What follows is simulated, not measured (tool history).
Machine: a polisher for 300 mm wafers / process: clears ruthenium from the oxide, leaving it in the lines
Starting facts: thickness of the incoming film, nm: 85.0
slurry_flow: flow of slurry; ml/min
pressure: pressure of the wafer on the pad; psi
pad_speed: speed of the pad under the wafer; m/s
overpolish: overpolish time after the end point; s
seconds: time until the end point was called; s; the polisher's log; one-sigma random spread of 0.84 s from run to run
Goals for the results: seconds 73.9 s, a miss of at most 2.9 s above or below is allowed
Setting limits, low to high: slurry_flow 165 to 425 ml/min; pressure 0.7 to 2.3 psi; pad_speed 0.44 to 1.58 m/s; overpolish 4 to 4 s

| run | hour | slurry_flow | pressure | pad_speed | overpolish | seconds |
|---|---|---|---|---|---|---|
| 1 | 0 | 275 | 1.5 | 1 | 4 | 118.04 |
| 2 | 2.4 | 275 | 1.5 | 1.2 | 4 | 100.33 |
| 3 | 11.2 | 275 | 1.5 | 1.2 | 4 | 98.744 |
| 4 | 12.5 | 275 | 1.6 | 1.2 | 4 | 94.414 |
| 5 | 17.7 | 330 | 1.6 | 1.2 | 4 | 93.165 |
|  | 19 | worn pad replaced by a new one |
| 6 | 19 | 330 | 1.6 | 0.96 | 4 | 107.32 |
| 7 | 24.3 | 330 | 1.6 | 0.96 | 4 | 106.98 |
| 8 | 30.7 | 335 | 1.7 | 0.96 | 4 | 102.01 |
| 9 | 33.2 | 335 | 2.1 | 1 | 4 | 80.835 |
| 10 | 42 | 340 | 2.1 | 1 | 4 | 78.34 |
| 11 | 44.2 | 345 | 2.1 | 1 | 4 | 79.61 |
| 12 | 50.1 | 350 | 2.1 | 1 | 4 | 79.572 |

Next run, 4 choices. One meets every target within its allowed miss, the rest don't. Which?
| A | 56 | 305 | 2.2 | 1.04 | 4 | ? |
| B | 56 | 330 | 2 | 1.02 | 4 | ? |
| C | 56 | 365 | 1.9 | 0.98 | 4 | ? |
| D | 56 | 335 | 2.3 | 1.08 | 4 | ? |

| move | seconds |
|---|---|
| A | 73.828 |
| B | 82.094 |
| C | 89.087 |
| D | 67.657 |
A: all results land within tolerance of their targets
B: the biggest miss grows against the last run
C: the biggest miss grows against the last run
D: takes the biggest miss from the last run beyond its target
So the answer is move A, the one that meets all the targets.

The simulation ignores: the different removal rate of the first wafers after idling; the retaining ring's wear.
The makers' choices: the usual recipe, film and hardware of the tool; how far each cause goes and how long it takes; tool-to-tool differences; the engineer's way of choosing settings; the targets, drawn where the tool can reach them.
